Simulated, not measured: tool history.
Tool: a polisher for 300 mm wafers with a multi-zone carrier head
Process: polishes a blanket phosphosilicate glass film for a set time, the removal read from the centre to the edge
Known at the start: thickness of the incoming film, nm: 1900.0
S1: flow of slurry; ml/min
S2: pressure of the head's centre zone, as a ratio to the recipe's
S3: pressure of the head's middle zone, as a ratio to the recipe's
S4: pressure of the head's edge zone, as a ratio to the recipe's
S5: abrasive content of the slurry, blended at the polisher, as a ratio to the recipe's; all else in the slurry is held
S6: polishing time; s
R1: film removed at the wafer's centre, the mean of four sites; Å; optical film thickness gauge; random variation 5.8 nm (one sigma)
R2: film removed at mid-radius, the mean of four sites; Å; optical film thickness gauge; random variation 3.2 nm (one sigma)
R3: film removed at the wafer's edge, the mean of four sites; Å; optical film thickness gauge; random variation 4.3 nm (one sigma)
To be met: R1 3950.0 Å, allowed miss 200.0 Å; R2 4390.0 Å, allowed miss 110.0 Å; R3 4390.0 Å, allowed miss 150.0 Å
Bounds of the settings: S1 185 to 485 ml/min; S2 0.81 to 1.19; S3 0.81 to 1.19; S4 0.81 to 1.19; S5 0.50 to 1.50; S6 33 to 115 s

run,hour,S1,S2,S3,S4,S5,S6,R1,R2,R3
1,0.0,310,1.00,1.00,1.00,1.00,73,6055.3,6000.7,5644.6
2,4.6,355,1.00,1.00,1.00,1.00,73,6189.4,5960.2,5571.6
3,6.5,355,1.00,1.00,1.00,1.00,64,5296.7,5233.5,4915.8
4,8.3,405,1.00,1.00,1.00,1.00,64,5444.3,5320.4,4954.4
5,9.0,400,0.98,0.99,0.99,1.00,64,5272.0,5237.3,4972.0
6,10.4,400,0.98,0.99,0.94,1.00,64,5188.0,5257.7,4819.3
7,17.2,400,0.96,0.98,0.93,1.00,64,5186.9,5222.1,4838.4
8,19.9,395,0.94,0.97,0.93,0.95,64,4989.6,5030.6,4685.8
9,22.2,385,0.92,0.97,0.95,0.95,64,4764.9,5112.8,4782.5

Which of these 4 next moves meets every target?
A,24.5,420,1.05,1.19,0.81,1.00,61,?,?,?
B,24.5,310,0.85,0.95,1.04,1.10,53,?,?,?
C,24.5,390,0.90,0.89,0.95,1.15,54,?,?,?
D,24.5,390,0.86,1.03,0.93,0.85,60,?,?,?

move,R1,R2,R3
A,5417.5,5823.5,4301.3
B,3884.1,4387.2,4307.2
C,4368.5,4437.8,4366.9
D,3951.2,4669.3,4086.2
A: further off than the last run
B: meets every target
C: brings the result that was furthest off to its target, and leaves another outside
D: nearer than the last run, and not there yet
The right move is B.
